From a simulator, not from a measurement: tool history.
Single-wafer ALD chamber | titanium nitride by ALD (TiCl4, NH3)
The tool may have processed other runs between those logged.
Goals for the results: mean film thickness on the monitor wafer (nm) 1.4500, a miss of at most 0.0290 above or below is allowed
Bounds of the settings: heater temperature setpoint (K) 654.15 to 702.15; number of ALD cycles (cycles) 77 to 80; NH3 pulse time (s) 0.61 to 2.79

run  hour  heater temperature setpoint (K)  number of ALD cycles (cycles)  NH3 pulse time (s)  mean film thickness on the monitor wafer (nm)
  1   0.0                           678.15                             77                1.70                                         1.6632
  2   1.2                           683.15                             77                1.70                                         1.6777
  3  10.0                           683.15                             77                1.47                                         1.6518
  4  17.7                           687.15                             77                1.47                                         1.6521
  5  19.4                           687.15                             77                1.92                                         1.6804
  6  20.0                           687.15                             80                1.92                                         1.7465
  7  26.9                           690.15                             79                1.64                                         1.7205
  8  30.1                           682.15                             79                1.42                                         1.6895
  9  37.6                           676.15                             79                1.24                                         1.6588
 10  39.6                           671.15                             79                1.10                                         1.6205
 11  46.0                           667.15                             79                0.99                                         1.5767
 12  54.9                           665.15                             79                0.91                                         1.5425
 13  59.2                           664.15                             79                0.88                                         1.5172
 14  64.3                           663.15                             79                0.88                                         1.5192
 15  70.3                           662.15                             79                0.88                                         1.5145
 16  71.6                           661.15                             79                0.88                                         1.5097
 17  79.2                           660.15                             79                0.88                                         1.5040
 18  81.6                           659.15                             79                0.88                                         1.4956
 19  82.5                           658.15                             79                0.88                                         1.4988

Which one of the following 5 next-run settings gets every result inside its allowed miss? There is exactly one.
  A  83.4                           662.15                             77                1.01                                              ?
  B  83.4                           667.15                             79                1.00                                              ?
  C  83.4                           656.15                             80                0.98                                              ?
  D  83.4                           666.15                             80                0.83                                              ?
  E  83.4                           655.15                             77                0.92                                              ?

move  mean film thickness on the monitor wafer (nm)
   A                                         1.5239
   B                                         1.5797
   C                                         1.5465
   D                                         1.5169
   E                                         1.4571
A: the biggest miss grows against the last run
B: the biggest miss grows against the last run
C: the biggest miss grows against the last run
D: the biggest miss grows against the last run
E: meets every target
Correct choice: E, which meets every target

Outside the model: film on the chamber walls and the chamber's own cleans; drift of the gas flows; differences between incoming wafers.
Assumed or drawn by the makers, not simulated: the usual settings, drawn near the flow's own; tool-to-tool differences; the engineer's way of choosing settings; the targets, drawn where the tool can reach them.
